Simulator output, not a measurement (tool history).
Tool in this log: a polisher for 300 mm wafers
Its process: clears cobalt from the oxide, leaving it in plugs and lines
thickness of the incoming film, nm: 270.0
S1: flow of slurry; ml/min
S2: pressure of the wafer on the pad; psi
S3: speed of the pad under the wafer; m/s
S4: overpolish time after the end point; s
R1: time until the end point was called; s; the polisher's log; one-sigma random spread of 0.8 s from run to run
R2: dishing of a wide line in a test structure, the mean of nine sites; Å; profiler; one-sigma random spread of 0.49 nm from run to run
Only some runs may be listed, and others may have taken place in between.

run	hour	S1	S2	S3	S4	R1	R2
1	0	225	1.5	0.8	13	97.654	248.78
2	7.5	225	1.5	0.8	10	100.62	210.28
3	16.2	225	1.5	0.8	14	95.735	254.07
4	17.6	225	1.4	0.8	14	103.3	258.88
5	18.3	225	1.7	0.82	12	89.237	256.4
6	20.1	225	1.7	0.82	8	88.519	190.79

What will run 7 give?
# hour 26.4: worn pad replaced by a new one
7	26.4	225	1.9	0.88	7	?	?

R1: 69.826 s
R2: 206.13 Å

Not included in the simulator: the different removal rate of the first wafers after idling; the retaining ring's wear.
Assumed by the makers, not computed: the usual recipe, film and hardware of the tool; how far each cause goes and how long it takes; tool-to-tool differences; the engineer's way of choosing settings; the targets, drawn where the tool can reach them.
